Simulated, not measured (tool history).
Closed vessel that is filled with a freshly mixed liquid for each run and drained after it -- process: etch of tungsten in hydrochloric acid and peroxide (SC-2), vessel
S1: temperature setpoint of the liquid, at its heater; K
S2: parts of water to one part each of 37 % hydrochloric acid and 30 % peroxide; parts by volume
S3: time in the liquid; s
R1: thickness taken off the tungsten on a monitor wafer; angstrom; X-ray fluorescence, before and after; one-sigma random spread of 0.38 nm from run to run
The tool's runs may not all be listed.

run,hour,S1,S2,S3,R1
1,0.0,326.15,7.5,195,403.29
2,6.9,328.65,7.5,195,475.74
3,14.3,330.65,7.5,195,534.09
4,16.7,330.65,4.5,195,780.48
5,21.7,330.65,4.5,195,789.20
6,22.9,330.65,7.0,195,567.61
7,27.0,331.65,7.0,195,605.69

Run 8 is up next; what results do you expect?
8,33.7,332.15,7.0,195,?

R1: 620.17 angstrom
